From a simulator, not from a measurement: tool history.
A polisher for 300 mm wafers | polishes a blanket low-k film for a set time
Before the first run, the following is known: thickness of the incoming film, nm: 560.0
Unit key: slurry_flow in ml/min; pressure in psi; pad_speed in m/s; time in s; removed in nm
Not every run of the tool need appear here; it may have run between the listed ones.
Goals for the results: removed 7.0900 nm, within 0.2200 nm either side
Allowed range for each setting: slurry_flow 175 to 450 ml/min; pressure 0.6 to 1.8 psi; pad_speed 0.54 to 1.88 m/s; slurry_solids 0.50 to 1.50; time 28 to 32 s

run  hour  slurry_flow  pressure  pad_speed  slurry_solids  time  removed
  1   0.0          290       1.2       1.20           1.00    32  10.6060
  2   7.7          330       1.2       1.20           1.00    32  10.6920
  3  12.3          330       1.1       1.20           1.00    32   9.9297
  4  14.6          330       1.3       1.20           1.00    32  11.4280
  5  20.1          330       1.2       1.20           1.00    32  10.7240
  6  27.2          330       1.0       1.20           1.00    32   8.9192
  7  29.4          330       0.9       1.20           1.00    32   8.1124
  8  33.3          325       0.7       1.20           1.00    32   6.3698

Next run, 5 choices. One meets every target within its allowed miss, the rest don't. Which?
  A  37.2          310       0.9       1.18           1.05    28        ?
  B  37.2          350       0.7       1.60           0.75    28        ?
  C  37.2          370       0.6       1.20           1.25    28        ?
  D  37.2          320       0.8       0.98           0.95    29        ?
  E  37.2          315       0.8       1.28           0.85    30        ?

move  removed
   A   7.1213
   B   5.6154
   C   5.4032
   D   5.5958
   E   6.3674
A: every result lands within tolerance
B: misses by more than the last run did
C: misses by more than the last run did
D: misses by more than the last run did
E: as far off as the last run
A meets every target.
